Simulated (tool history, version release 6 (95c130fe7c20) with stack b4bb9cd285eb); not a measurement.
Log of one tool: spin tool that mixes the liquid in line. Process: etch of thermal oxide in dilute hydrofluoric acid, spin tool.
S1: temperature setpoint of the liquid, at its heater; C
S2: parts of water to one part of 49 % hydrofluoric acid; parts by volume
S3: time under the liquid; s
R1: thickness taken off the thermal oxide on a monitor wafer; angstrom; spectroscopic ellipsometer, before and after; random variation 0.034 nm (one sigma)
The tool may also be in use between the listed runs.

run	day	S1	S2	S3	R1
1	0.000	22.0	170	325	74.951
2	0.083	22.0	130	325	103.020
3	0.396	21.0	140	325	90.048
4	0.633	21.0	140	350	98.216
5	0.942	20.0	145	350	90.447
6	1.138	17.5	145	350	81.520

Forecast run 7:
7	1.221	17.5	150	350	?

Run 7 gave R1 78.124 angstrom.
